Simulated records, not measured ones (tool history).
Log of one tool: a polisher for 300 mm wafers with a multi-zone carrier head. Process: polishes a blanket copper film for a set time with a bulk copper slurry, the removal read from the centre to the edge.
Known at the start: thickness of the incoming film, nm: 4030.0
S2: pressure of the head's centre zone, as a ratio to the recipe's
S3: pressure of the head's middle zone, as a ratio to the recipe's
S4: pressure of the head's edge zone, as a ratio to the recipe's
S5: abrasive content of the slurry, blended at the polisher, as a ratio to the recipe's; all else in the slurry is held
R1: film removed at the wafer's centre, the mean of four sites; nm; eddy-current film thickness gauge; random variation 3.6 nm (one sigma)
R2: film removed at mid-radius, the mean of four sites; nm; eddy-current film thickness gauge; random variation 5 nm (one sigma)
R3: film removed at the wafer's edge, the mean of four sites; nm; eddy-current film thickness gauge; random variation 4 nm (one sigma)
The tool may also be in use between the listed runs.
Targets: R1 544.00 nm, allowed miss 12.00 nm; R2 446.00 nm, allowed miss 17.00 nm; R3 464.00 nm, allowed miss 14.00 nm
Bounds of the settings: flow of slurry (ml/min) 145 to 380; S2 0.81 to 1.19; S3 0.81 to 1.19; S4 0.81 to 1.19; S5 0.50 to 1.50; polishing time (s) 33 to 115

Run 1, hour 0.0: flow of slurry (ml/min) 245, S2 1.00, S3 1.00, S4 1.00, S5 1.00, polishing time (s) 73. Result: R1 721.05 nm, R2 710.61 nm, R3 707.86 nm.
Run 2, hour 5.3: flow of slurry (ml/min) 245, S2 1.00, S3 1.00, S4 1.00, S5 1.00, polishing time (s) 56. Result: R1 551.86 nm, R2 531.76 nm, R3 549.14 nm.
Run 3, hour 13.3: flow of slurry (ml/min) 235, S2 1.02, S3 0.97, S4 0.96, S5 0.95, polishing time (s) 56. Result: R1 549.25 nm, R2 522.42 nm, R3 523.04 nm.
Run 4, hour 17.1: flow of slurry (ml/min) 235, S2 1.02, S3 0.91, S4 0.96, S5 0.95, polishing time (s) 56. Result: R1 548.34 nm, R2 494.22 nm, R3 529.01 nm.
Run 5, hour 18.7: flow of slurry (ml/min) 235, S2 1.02, S3 0.91, S4 0.99, S5 0.95, polishing time (s) 56. Result: R1 550.23 nm, R2 492.59 nm, R3 549.59 nm.
Run 6, hour 22.8: flow of slurry (ml/min) 235, S2 1.02, S3 0.91, S4 0.99, S5 1.15, polishing time (s) 56. Result: R1 569.18 nm, R2 519.13 nm, R3 559.73 nm.
Run 7, hour 30.2: flow of slurry (ml/min) 230, S2 1.04, S3 0.89, S4 0.95, S5 1.05, polishing time (s) 56. Result: R1 572.74 nm, R2 495.65 nm, R3 543.68 nm.
Run 8, hour 38.6: flow of slurry (ml/min) 225, S2 1.05, S3 0.89, S4 0.92, S5 0.95, polishing time (s) 56. Result: R1 560.03 nm, R2 481.26 nm, R3 519.06 nm.
Run 9, hour 39.7: flow of slurry (ml/min) 215, S2 1.06, S3 0.88, S4 0.89, S5 0.90, polishing time (s) 56. Result: R1 554.76 nm, R2 473.49 nm, R3 506.53 nm.
Run 10, hour 40.8: flow of slurry (ml/min) 210, S2 1.07, S3 0.88, S4 0.87, S5 0.85, polishing time (s) 56. Result: R1 556.29 nm, R2 468.29 nm, R3 489.57 nm.
Run 11, hour 46.9: flow of slurry (ml/min) 170, S2 1.07, S3 0.85, S4 0.82, S5 0.80, polishing time (s) 56. Result: R1 524.02 nm, R2 427.45 nm, R3 467.48 nm.
Run 12, hour 52.9: flow of slurry (ml/min) 180, S2 1.07, S3 0.85, S4 0.82, S5 0.80, polishing time (s) 56. Result: R1 528.81 nm, R2 430.98 nm, R3 467.12 nm.
At hour 59.9: worn pad replaced by a new one.
Run 13, hour 59.9: flow of slurry (ml/min) 190, S2 1.07, S3 0.85, S4 0.82, S5 0.80, polishing time (s) 56. Result: R1 562.19 nm, R2 468.14 nm, R3 500.48 nm.
Run 14, hour 66.8: flow of slurry (ml/min) 185, S2 1.08, S3 0.86, S4 0.82, S5 0.80, polishing time (s) 56. Result: R1 571.33 nm, R2 463.23 nm, R3 498.90 nm.

4 next moves are on the table. One of them brings every result within its allowed miss. Which?
Run A, hour 73.7: flow of slurry (ml/min) 195, S2 1.13, S3 0.91, S4 0.89, S5 0.75, polishing time (s) 51. Result: R1 ?, R2 ?, R3 ?.
Run B, hour 73.7: flow of slurry (ml/min) 185, S2 1.12, S3 0.85, S4 0.82, S5 0.90, polishing time (s) 55. Result: R1 ?, R2 ?, R3 ?.
Run C, hour 73.7: flow of slurry (ml/min) 145, S2 1.01, S3 0.81, S4 1.00, S5 0.80, polishing time (s) 61. Result: R1 ?, R2 ?, R3 ?.
Run D, hour 73.7: flow of slurry (ml/min) 225, S2 1.17, S3 0.92, S4 0.81, S5 0.75, polishing time (s) 53. Result: R1 ?, R2 ?, R3 ?.

move      R1      R2      R3
   A  533.08  442.63  456.09
   B  585.70  464.59  491.21
   C  538.28  458.91  557.18
   D  588.34  474.65  463.59
A: meets every target
B: further off than the last run
C: further off than the last run
D: brings the result that was furthest off to its target, and leaves another outside
Move A is the one to make.
